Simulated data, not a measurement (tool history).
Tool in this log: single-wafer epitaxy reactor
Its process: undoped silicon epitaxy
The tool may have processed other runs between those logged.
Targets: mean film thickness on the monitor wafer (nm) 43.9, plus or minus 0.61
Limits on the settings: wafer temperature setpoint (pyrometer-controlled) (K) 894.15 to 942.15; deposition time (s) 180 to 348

run  hour  wafer temperature setpoint (pyrometer-controlled) (K)  deposition time (s)  mean film thickness on the monitor wafer (nm)
  1     0                                                 918.15                  264                                         35.804
  2   1.9                                                 920.15                  264                                         37.577
  3   6.7                                                 920.15                  284                                          40.52
  4   9.1                                                 910.15                  284                                         31.554
  5  10.9                                                 901.15                  284                                         25.043
  6  12.8                                                 910.15                  284                                         31.454
  7    14                                                 912.15                  284                                         33.166
  8  15.1                                                 914.15                  284                                         34.731
  9    16                                                 916.15                  284                                         36.491
 10  24.8                                                 917.15                  284                                         37.582
 11  25.4                                                 917.15                  284                                         37.427
 12  30.4                                                 918.15                  284                                         38.477
 13  33.5                                                 919.15                  284                                         39.415
 14  37.7                                                 925.15                  284                                         45.537

Exactly one of the 4 candidate moves below puts every result within its allowed miss. Which one?
  A  41.9                                                 923.15                  288                                              ?
  B  41.9                                                 921.15                  292                                              ?
  C  41.9                                                 924.15                  269                                              ?
  D  41.9                                                 924.15                  271                                              ?

move  mean film thickness on the monitor wafer (nm)
   A                                         44.066
   B                                         42.554
   C                                         42.169
   D                                         42.483
A: each result inside its tolerance
B: takes the biggest miss from the last run beyond its target
C: takes the biggest miss from the last run beyond its target
D: takes the biggest miss from the last run beyond its target
Correct choice: A, which meets every target
